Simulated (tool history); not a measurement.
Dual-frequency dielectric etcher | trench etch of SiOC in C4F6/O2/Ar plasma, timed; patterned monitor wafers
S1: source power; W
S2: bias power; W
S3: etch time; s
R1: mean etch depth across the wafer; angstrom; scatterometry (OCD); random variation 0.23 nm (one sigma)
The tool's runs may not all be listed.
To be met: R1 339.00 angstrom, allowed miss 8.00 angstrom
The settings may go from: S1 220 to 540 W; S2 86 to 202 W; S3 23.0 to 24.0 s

Run 1, hour 0.0: S1 380 W, S2 144 W, S3 23.0 s. Result: R1 420.59 angstrom.
Run 2, hour 8.0: S1 380 W, S2 144 W, S3 24.0 s. Result: R1 442.29 angstrom.
Run 3, hour 16.9: S1 340 W, S2 132 W, S3 24.0 s. Result: R1 407.75 angstrom.
Run 4, hour 23.1: S1 310 W, S2 127 W, S3 24.0 s. Result: R1 383.58 angstrom.
Run 5, hour 25.1: S1 290 W, S2 126 W, S3 24.0 s. Result: R1 369.02 angstrom.
Run 6, hour 33.6: S1 280 W, S2 125 W, S3 24.0 s. Result: R1 365.19 angstrom.
Run 7, hour 35.3: S1 270 W, S2 124 W, S3 24.0 s. Result: R1 362.18 angstrom.
Run 8, hour 37.1: S1 260 W, S2 123 W, S3 24.0 s. Result: R1 349.76 angstrom.

Which of these 4 next moves meets every target?
Run A, hour 38.9: S1 220 W, S2 123 W, S3 23.5 s. Result: R1 ?.
Run B, hour 38.9: S1 240 W, S2 116 W, S3 23.5 s. Result: R1 ?.
Run C, hour 38.9: S1 260 W, S2 123 W, S3 23.0 s. Result: R1 ?.
Run D, hour 38.9: S1 300 W, S2 122 W, S3 23.5 s. Result: R1 ?.

move      R1
   A  322.11
   B  326.21
   C  339.88
   D  368.67
A: takes the result that was furthest off past its target
B: takes the result that was furthest off past its target
C: meets every target
D: further off than the last run
Move C is the one to make.

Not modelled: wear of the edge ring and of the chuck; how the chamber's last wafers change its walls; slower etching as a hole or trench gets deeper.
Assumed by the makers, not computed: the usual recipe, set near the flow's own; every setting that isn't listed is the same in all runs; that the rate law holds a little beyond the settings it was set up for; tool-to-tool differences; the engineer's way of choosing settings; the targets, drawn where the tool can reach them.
